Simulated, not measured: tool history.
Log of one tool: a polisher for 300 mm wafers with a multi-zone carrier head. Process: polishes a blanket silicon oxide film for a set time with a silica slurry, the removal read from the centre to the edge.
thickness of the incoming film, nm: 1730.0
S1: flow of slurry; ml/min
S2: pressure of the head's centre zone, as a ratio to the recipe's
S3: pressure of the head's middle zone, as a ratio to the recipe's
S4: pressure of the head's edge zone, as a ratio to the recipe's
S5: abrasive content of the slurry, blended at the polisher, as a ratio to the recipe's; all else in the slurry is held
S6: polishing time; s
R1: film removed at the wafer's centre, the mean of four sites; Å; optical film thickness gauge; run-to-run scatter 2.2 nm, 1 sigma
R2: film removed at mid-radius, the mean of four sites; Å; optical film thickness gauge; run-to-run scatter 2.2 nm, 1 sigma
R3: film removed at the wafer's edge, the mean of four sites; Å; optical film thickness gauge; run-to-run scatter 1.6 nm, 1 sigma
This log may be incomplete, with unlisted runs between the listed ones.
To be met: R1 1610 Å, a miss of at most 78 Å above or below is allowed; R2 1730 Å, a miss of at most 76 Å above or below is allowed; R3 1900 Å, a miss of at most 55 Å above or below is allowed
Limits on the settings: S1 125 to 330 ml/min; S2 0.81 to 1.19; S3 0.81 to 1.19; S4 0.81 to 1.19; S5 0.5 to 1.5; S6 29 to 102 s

run 1 day=0 | S1=210 S2=1 S3=1 S4=1 S5=1 S6=65 | R1=2075.9 R2=2053.6 R3=2092.6
run 2 day=0.325 | S1=210 S2=1 S3=1 S4=1 S5=0.9 S6=65 | R1=1975.4 R2=1991.1 R3=2046.1
run 3 day=0.392 | S1=205 S2=0.98 S3=0.99 S4=0.99 S5=0.9 S6=65 | R1=1898.5 R2=1967.5 R3=1983.9
run 4 day=0.675 | S1=205 S2=0.98 S3=0.99 S4=0.99 S5=0.9 S6=79 | R1=2276.3 R2=2406.2 R3=2417.9
run 5 day=0.792 | S1=205 S2=0.98 S3=0.99 S4=0.99 S5=0.9 S6=68 | R1=2015.5 R2=2102.5 R3=2084
run 6 day=1.133 | S1=200 S2=0.97 S3=0.97 S4=1.01 S5=0.85 S6=68 | R1=1966.2 R2=2002.5 R3=2037.7
run 7 day=1.208 | S1=205 S2=0.94 S3=0.96 S4=1.04 S5=0.8 S6=68 | R1=1823 R2=1925.2 R3=2015.7
run 8 day=1.446 | S1=200 S2=0.93 S3=0.95 S4=1.04 S5=0.8 S6=68 | R1=1829.8 R2=1872.2 R3=2018.4
run 9 day=1.696 | S1=195 S2=0.92 S3=0.94 S4=1.04 S5=0.8 S6=68 | R1=1819.4 R2=1898.5 R3=2032.1
run 10 day=1.808 | S1=195 S2=0.91 S3=0.93 S4=1.04 S5=0.8 S6=68 | R1=1754.3 R2=1884.8 R3=2005.8
run 11 day=2.025 | S1=195 S2=0.91 S3=0.92 S4=1.04 S5=0.8 S6=68 | R1=1768 R2=1844 R3=2024.9
run 12 day=2.317 | S1=195 S2=0.9 S3=0.91 S4=1.03 S5=0.8 S6=68 | R1=1732.1 R2=1851.9 R3=2041
run 13 day=2.496 | S1=190 S2=0.9 S3=0.91 S4=1.03 S5=0.8 S6=68 | R1=1710.4 R2=1863.3 R3=2010.3

Of the 5 settings listed for the next run, only one would bring every result within its allowed miss of target. Which one?
run A day=2.675 | S1=225 S2=0.89 S3=0.95 S4=0.99 S5=1 S6=63 | R1=? R2=? R3=?
run B day=2.675 | S1=180 S2=0.93 S3=1.04 S4=0.95 S5=0.5 S6=85 | R1=? R2=? R3=?
run C day=2.675 | S1=180 S2=0.94 S3=1.08 S4=0.92 S5=0.75 S6=70 | R1=? R2=? R3=?
run D day=2.675 | S1=230 S2=0.87 S3=0.95 S4=1.09 S5=0.7 S6=70 | R1=? R2=? R3=?
run E day=2.675 | S1=170 S2=0.93 S3=0.95 S4=1.11 S5=0.65 S6=70 | R1=? R2=? R3=?

move=A R1=1830.8 R2=1967.4 R3=2042.7
move=B R1=1753.4 R2=1896.7 R3=1861.9
move=C R1=1804.9 R2=1969.9 R3=1867.8
move=D R1=1690.3 R2=1855.7 R3=2018.7
move=E R1=1641.6 R2=1700.1 R3=1891.2
A: its largest miss is bigger than the last run's
B: gets the furthest-off result to its target, but another result is out of tolerance
C: gets the furthest-off result to its target, but another result is out of tolerance
D: its largest miss is bigger than the last run's
E: hits every target within its allowed miss
Correct choice: E, which meets every target
